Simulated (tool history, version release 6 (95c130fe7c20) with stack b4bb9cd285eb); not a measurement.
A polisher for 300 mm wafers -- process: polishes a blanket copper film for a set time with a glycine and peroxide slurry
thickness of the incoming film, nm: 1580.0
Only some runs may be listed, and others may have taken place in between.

run	hour	flow of slurry (ml/min)	pressure of the wafer on the pad (psi)	speed of the pad under the wafer (cm/s)	polishing time (s)	film removed (nm)
1	0.0	185	2.8	98	42	195.40
2	1.3	185	2.8	76	42	161.30
3	5.2	160	2.8	76	42	158.41
4	13.8	160	2.8	76	37	137.36
5	19.6	135	2.8	76	37	136.23
6	22.6	135	3.5	76	37	162.62

Run 7 is up next; what results do you expect?
7	28.8	125	2.7	74	37	?

{"run 7": {"film removed (nm)": 126.61}}
